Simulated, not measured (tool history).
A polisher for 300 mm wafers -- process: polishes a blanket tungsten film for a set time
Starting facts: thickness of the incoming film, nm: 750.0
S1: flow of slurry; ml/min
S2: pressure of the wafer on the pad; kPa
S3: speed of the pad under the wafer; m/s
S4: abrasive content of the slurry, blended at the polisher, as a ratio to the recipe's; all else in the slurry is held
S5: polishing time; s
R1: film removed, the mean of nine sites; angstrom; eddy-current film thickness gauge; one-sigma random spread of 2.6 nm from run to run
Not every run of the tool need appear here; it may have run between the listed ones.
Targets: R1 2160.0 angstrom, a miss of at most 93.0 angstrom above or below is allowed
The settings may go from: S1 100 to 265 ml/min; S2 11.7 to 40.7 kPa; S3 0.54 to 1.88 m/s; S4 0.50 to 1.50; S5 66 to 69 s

run	hour	S1	S2	S3	S4	S5	R1
1	0.0	170	26.2	1.20	1.00	66	3224.6
2	7.3	170	26.2	1.20	1.10	66	3259.8
3	16.0	170	26.2	1.44	1.10	66	3958.7
4	24.3	170	22.1	1.42	1.10	66	3274.3
5	26.7	170	22.1	1.42	1.10	69	3424.0
6	33.0	170	19.3	1.42	1.10	69	2995.5
7	34.4	170	17.2	1.42	1.10	69	2705.9
8	39.9	165	11.7	1.40	1.10	69	1844.2
9	43.2	175	12.4	1.40	1.10	69	1961.3

Pick the move, out of 4, that brings all results within their allowed miss; only one does.
A	46.5	170	12.4	1.54	1.20	66	?
B	46.5	195	13.1	1.30	1.15	66	?
C	46.5	190	13.1	1.44	0.70	69	?
D	46.5	200	11.7	1.44	1.10	69	?

move	R1
A	2143.8
B	1926.4
C	1847.3
D	1981.6
A: every result lands within tolerance
B: the biggest miss grows against the last run
C: the biggest miss grows against the last run
D: better than the last run, though not everything is in spec
The move that meets every target is A.
